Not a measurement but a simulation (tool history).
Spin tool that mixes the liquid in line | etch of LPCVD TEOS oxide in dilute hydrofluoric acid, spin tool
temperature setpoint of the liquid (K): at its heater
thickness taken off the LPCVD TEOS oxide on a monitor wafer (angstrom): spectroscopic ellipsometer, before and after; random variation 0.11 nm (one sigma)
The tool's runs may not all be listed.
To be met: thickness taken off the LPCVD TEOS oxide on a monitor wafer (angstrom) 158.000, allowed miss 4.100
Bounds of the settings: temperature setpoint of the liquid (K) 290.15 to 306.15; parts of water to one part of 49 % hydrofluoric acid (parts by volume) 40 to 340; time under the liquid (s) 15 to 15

run	hour	temperature setpoint of the liquid (K)	parts of water to one part of 49 % hydrofluoric acid (parts by volume)	time under the liquid (s)	thickness taken off the LPCVD TEOS oxide on a monitor wafer (angstrom)
1	0.0	298.15	190	15	35.429
2	4.8	298.15	220	15	29.485
3	9.6	300.15	170	15	42.989
4	11.5	300.15	115	15	68.854
5	20.5	300.15	115	15	68.868
6	26.8	301.65	95	15	91.365
7	30.6	302.65	85	15	106.420
8	33.8	303.65	80	15	119.610
# hour 36.3: hydrofluoric acid flow meter replaced
9	36.3	304.15	75	15	145.540
10	40.5	304.15	75	15	145.190
11	41.1	304.65	75	15	148.970
12	45.9	305.15	75	15	152.020

4 next moves are on the table. One of them brings every result within its allowed miss. Which?
A	50.7	306.15	80	15	?
B	50.7	304.15	75	15	?
C	50.7	306.15	75	15	?
D	50.7	304.65	75	15	?

move	thickness taken off the LPCVD TEOS oxide on a monitor wafer (angstrom)
A	147.970
B	147.540
C	159.080
D	150.360
A: further off than the last run
B: further off than the last run
C: meets every target
D: further off than the last run
The right move is C.
